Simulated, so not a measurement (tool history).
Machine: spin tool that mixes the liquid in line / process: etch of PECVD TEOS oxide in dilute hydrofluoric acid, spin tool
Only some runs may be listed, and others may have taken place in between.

run    day  temperature setpoint of the liquid (C)  parts of water to one part of 49 % hydrofluoric acid (parts by volume)  time under the liquid (s)  thickness taken off the PECVD TEOS oxide on a monitor wafer (nm)
  1      0                                      24                                                                     160                        200                                                            26.008
  2  0.246                                      21                                                                     160                        200                                                            23.252
  3  0.508                                    23.5                                                                     160                        200                                                            25.587
  4  0.825                                    23.5                                                                     160                        215                                                            27.487
  5  0.942                                    23.5                                                                     160                        215                                                            27.664
  6  1.088                                    23.5                                                                     190                        215                                                            22.585
  7  1.312                                      26                                                                     185                        215                                                            25.555

Expected results for the next run?
  8  1.404                                      26                                                                     185                        215                                                                 ?

Logged for run 8: thickness taken off the PECVD TEOS oxide on a monitor wafer (nm) 25.294.

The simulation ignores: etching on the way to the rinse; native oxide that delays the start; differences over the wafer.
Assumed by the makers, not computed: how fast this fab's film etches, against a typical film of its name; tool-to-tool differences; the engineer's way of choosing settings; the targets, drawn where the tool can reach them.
